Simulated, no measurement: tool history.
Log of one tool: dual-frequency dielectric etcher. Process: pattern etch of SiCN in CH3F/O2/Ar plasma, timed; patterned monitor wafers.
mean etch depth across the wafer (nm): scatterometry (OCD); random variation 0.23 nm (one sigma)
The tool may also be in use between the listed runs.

run	hour	source power (kW)	bias power (kW)	etch time (s)	mean etch depth across the wafer (nm)
1	0.0	0.530	0.102	92	45.299
2	1.3	0.530	0.102	92	45.150
3	6.4	0.480	0.094	91	42.082
4	11.5	0.480	0.094	85	39.003
5	12.7	0.530	0.094	85	40.833
6	21.1	0.480	0.092	85	38.803
7	26.5	0.460	0.091	85	37.685
8	30.3	0.450	0.091	85	37.601

Run 9 comes next. What will it give?
9	36.7	0.440	0.091	85	?

Run 9 gave mean etch depth across the wafer (nm) 37.105.
